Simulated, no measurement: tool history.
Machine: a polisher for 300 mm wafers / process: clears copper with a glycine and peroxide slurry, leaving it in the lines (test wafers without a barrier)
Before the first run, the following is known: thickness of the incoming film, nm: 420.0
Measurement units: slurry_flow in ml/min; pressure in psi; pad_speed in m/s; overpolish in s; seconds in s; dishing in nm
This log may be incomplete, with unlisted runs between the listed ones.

run,day,slurry_flow,pressure,pad_speed,overpolish,seconds,dishing
1,0.000,240,2.6,1.14,28,89.859,72.243
2,0.246,240,2.6,1.04,28,96.778,68.883
3,0.417,240,2.6,0.88,28,110.930,63.666
4,0.442,240,2.6,0.64,28,139.090,53.251
5,0.492,240,2.1,0.64,28,163.890,44.257
# day 0.512: worn pad replaced by a new one
6,0.512,240,2.1,0.64,38,150.500,63.144
7,0.804,250,2.5,0.68,32,126.140,63.387
8,1.017,280,2.6,0.70,28,118.320,58.523
9,1.379,305,2.7,0.70,26,113.600,56.729

Predict the results of run 10:
10,1.646,320,2.8,0.70,24,?,?

Logged for run 10: seconds 109.580 s, dishing 55.558 nm.
